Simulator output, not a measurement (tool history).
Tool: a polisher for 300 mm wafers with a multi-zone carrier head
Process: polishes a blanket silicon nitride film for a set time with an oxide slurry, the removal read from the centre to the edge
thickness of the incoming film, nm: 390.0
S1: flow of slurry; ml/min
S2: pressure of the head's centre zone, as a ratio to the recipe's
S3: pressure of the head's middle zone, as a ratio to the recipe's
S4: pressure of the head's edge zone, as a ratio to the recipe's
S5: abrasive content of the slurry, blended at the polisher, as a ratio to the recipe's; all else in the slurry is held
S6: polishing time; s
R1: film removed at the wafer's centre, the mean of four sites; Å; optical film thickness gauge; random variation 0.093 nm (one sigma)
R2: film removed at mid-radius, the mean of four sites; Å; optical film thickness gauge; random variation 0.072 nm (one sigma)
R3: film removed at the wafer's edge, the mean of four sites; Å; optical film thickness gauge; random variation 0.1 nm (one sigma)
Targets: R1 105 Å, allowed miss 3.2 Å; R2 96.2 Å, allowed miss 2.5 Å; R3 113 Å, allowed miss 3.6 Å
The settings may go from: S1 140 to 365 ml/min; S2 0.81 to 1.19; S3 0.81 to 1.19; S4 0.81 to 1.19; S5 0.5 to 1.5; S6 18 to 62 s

run	day	S1	S2	S3	S4	S5	S6	R1	R2	R3
1	0	235	1	1	1	1	40	203.11	206.74	206.26
2	0.075	235	1	1	1	0.8	40	174.38	175.94	175.86
3	0.354	215	1	1	1	0.8	40	170.89	173.5	175.64
4	0.504	215	1	1	1	0.6	40	121.32	125.15	127.91
5	0.75	215	0.92	1	1	0.6	40	112.47	125.14	127.12
6	0.779	215	0.92	1	1	0.5	40	83.525	91.734	92.595
7	1.092	210	0.93	0.99	1.01	0.5	40	83.772	91.037	91.64
8	1.362	220	0.94	0.98	1	0.5	40	85.005	89.141	93.139
9	1.7	285	1.04	0.98	1.1	0.65	40	149.68	143.29	152.51
10	2.062	275	1.02	0.96	1.08	0.65	40	145.47	137.84	151.81
11	2.404	265	1	0.94	1.04	0.65	40	140.64	134.57	147.28
12	2.492	200	0.94	0.84	0.94	0.5	34	71.462	67.124	76.403
13	2.754	220	0.95	0.85	0.97	0.5	34	74.664	68.419	78.007
14	2.971	225	0.96	0.87	1	0.5	34	75.633	69.268	78.432
15	3.296	240	0.96	0.87	1.01	0.5	34	73.984	70.891	80.749
16	3.45	255	0.98	0.87	1.03	0.5	34	76.928	72.044	81.045
17	3.683	260	0.99	0.88	1.05	0.5	34	77.948	71.619	81.364
18	3.725	270	0.99	0.88	1.05	0.5	34	78.66	71.548	83.041
19	3.754	285	1	0.89	1.07	0.5	34	80.185	73.46	81.987
20	4.096	265	1.01	0.9	1.09	0.5	34	80.778	72.676	83.788
21	4.283	270	1.01	0.91	1.1	0.5	34	81.232	73.644	83.986
22	4.646	275	1.01	0.91	1.11	0.5	34	79.958	74.89	84.524
23	5.008	275	1.02	0.91	1.12	0.5	34	79.779	74.445	85.885
24	5.233	270	1.03	0.92	1.13	0.5	34	81.946	74.374	86.311
25	5.479	270	1.04	0.93	1.14	0.5	34	83.731	76.046	85.431

Which of these 4 next moves meets every target?
A	5.725	285	1.03	0.99	1.16	0.6	30	?	?	?
B	5.725	230	0.85	0.82	1.19	0.6	37	?	?	?
C	5.725	315	1	0.88	1.13	0.55	37	?	?	?
D	5.725	300	1.03	1.07	1.19	0.5	40	?	?	?

move	R1	R2	R3
A	99.741	97.127	103.11
B	98.316	99.887	126.63
C	105.63	96.033	110.84
D	98.275	102.1	102.59
A: brings the result that was furthest off to its target, and leaves another outside
B: takes the result that was furthest off past its target
C: meets every target
D: takes the result that was furthest off past its target
The right move is C.
